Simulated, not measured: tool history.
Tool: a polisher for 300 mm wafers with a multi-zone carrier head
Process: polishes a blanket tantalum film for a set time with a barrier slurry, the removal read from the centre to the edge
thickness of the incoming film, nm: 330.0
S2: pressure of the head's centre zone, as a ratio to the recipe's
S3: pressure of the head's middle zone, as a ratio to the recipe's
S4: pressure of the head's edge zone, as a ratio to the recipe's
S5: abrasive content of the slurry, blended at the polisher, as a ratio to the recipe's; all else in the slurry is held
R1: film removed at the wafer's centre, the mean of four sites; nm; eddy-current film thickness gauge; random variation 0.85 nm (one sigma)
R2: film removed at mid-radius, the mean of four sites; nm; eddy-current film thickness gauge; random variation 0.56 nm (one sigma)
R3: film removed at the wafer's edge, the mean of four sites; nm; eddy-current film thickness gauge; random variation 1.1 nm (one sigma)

{"run": 1, "day": 0.0, "flow of slurry (ml/min)": 200, "S2": 1, "S3": 1, "S4": 1, "S5": 1, "polishing time (s)": 59, "R1": 128.05, "R2": 130.32, "R3": 131.51}
{"run": 2, "day": 0.288, "flow of slurry (ml/min)": 200, "S2": 1, "S3": 1, "S4": 1, "S5": 1, "polishing time (s)": 47, "R1": 103.22, "R2": 101.47, "R3": 106.5}
{"run": 3, "day": 0.358, "flow of slurry (ml/min)": 200, "S2": 1.01, "S3": 0.99, "S4": 0.98, "S5": 0.95, "polishing time (s)": 46, "R1": 99.95, "R2": 96.23, "R3": 100.57}
{"run": 4, "day": 0.575, "flow of slurry (ml/min)": 195, "S2": 1.01, "S3": 0.98, "S4": 0.96, "S5": 0.9, "polishing time (s)": 46, "R1": 97.922, "R2": 94.432, "R3": 98.162}
{"run": 5, "day": 0.867, "flow of slurry (ml/min)": 195, "S2": 1.02, "S3": 0.97, "S4": 0.94, "S5": 0.85, "polishing time (s)": 46, "R1": 97.356, "R2": 90.733, "R3": 95.507}
{"run": 6, "day": 0.9, "flow of slurry (ml/min)": 195, "S2": 1.02, "S3": 0.97, "S4": 0.94, "S5": 0.85, "polishing time (s)": 32, "R1": 67.505, "R2": 63.848, "R3": 65.057}
{"run": 7, "day": 1.262, "flow of slurry (ml/min)": 250, "S2": 1.12, "S3": 1, "S4": 1.04, "S5": 1.05, "polishing time (s)": 32, "R1": 81.962, "R2": 72.046, "R3": 76.144}
{"run": 8, "day": 1.329, "flow of slurry (ml/min)": 250, "S2": 1.13, "S3": 1, "S4": 1.04, "S5": 1.05, "polishing time (s)": 32, "R1": 82.553, "R2": 72.698, "R3": 72.99}

Run 9 comes next. What will it give?
{"run": 9, "day": 1.442, "flow of slurry (ml/min)": 250, "S2": 1.13, "S3": 1, "S4": 1.05, "S5": 1.05, "polishing time (s)": 32, "R1": "?", "R2": "?", "R3": "?"}

Run 9 gave R1 83.613 nm, R2 71.247 nm, R3 77.955 nm.
